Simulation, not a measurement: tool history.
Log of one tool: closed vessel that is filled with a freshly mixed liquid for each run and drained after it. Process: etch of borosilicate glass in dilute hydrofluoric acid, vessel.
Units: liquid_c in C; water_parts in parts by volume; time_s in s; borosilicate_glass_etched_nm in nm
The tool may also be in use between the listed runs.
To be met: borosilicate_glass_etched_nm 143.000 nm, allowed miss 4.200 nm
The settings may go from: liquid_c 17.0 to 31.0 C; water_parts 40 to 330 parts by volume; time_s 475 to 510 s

run 1 day=0.000 | liquid_c=23.0 water_parts=185 time_s=475 | borosilicate_glass_etched_nm=73.757
run 2 day=0.054 | liquid_c=25.0 water_parts=165 time_s=475 | borosilicate_glass_etched_nm=90.891
run 3 day=0.146 | liquid_c=26.5 water_parts=155 time_s=475 | borosilicate_glass_etched_nm=104.670
run 4 day=0.512 | liquid_c=28.0 water_parts=150 time_s=475 | borosilicate_glass_etched_nm=114.900
run 5 day=0.675 | liquid_c=29.0 water_parts=145 time_s=475 | borosilicate_glass_etched_nm=123.920
run 6 day=0.833 | liquid_c=29.0 water_parts=120 time_s=475 | borosilicate_glass_etched_nm=155.030
run 7 day=1.046 | liquid_c=28.5 water_parts=120 time_s=475 | borosilicate_glass_etched_nm=151.820
run 8 day=1.333 | liquid_c=28.0 water_parts=120 time_s=475 | borosilicate_glass_etched_nm=151.580

Which of these 4 next moves meets every target?
run A day=1.621 | liquid_c=27.5 water_parts=130 time_s=480 | borosilicate_glass_etched_nm=?
run B day=1.621 | liquid_c=26.0 water_parts=125 time_s=510 | borosilicate_glass_etched_nm=?
run C day=1.621 | liquid_c=28.5 water_parts=140 time_s=510 | borosilicate_glass_etched_nm=?
run D day=1.621 | liquid_c=25.0 water_parts=125 time_s=505 | borosilicate_glass_etched_nm=?

move=A borosilicate_glass_etched_nm=134.670
move=B borosilicate_glass_etched_nm=141.490
move=C borosilicate_glass_etched_nm=136.140
move=D borosilicate_glass_etched_nm=134.830
A: takes the result that was furthest off past its target
B: meets every target
C: takes the result that was furthest off past its target
D: takes the result that was furthest off past its target
The right move is B.
